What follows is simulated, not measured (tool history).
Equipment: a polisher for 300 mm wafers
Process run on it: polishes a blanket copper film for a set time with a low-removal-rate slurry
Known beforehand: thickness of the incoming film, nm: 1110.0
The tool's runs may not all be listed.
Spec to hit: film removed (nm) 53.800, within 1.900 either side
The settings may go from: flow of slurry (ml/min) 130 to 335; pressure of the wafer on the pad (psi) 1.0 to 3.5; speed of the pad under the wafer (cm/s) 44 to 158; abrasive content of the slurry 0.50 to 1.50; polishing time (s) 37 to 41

run,hour,flow of slurry (ml/min),pressure of the wafer on the pad (psi),speed of the pad under the wafer (cm/s),abrasive content of the slurry,polishing time (s),film removed (nm)
1,0.0,215,2.2,100,1.00,41,103.680
2,7.6,215,2.0,98,1.00,41,95.127
3,12.1,215,1.8,94,1.00,41,81.526
4,13.2,170,1.8,94,1.00,41,78.928
5,18.4,170,1.6,94,1.00,41,71.269
6,24.9,170,1.5,94,1.00,41,65.793
7,26.9,170,1.4,94,1.00,41,61.772
8,28.8,170,1.3,94,1.00,41,58.578

Exactly one of the 5 candidate moves below puts every result within its allowed miss. Which one?
A,30.7,170,1.4,104,0.85,41,?
B,30.7,130,1.4,122,0.50,40,?
C,30.7,155,1.2,110,0.95,37,?
D,30.7,135,1.0,118,1.05,38,?
E,30.7,155,1.3,100,0.95,40,?

move,film removed (nm)
A,65.872
B,59.425
C,54.887
D,50.704
E,58.919
A: moves away from the targets compared with the last run
B: moves away from the targets compared with the last run
C: meets every target
D: moves the result that the last run missed by most past its target, out the other side
E: moves away from the targets compared with the last run
The right move is C.
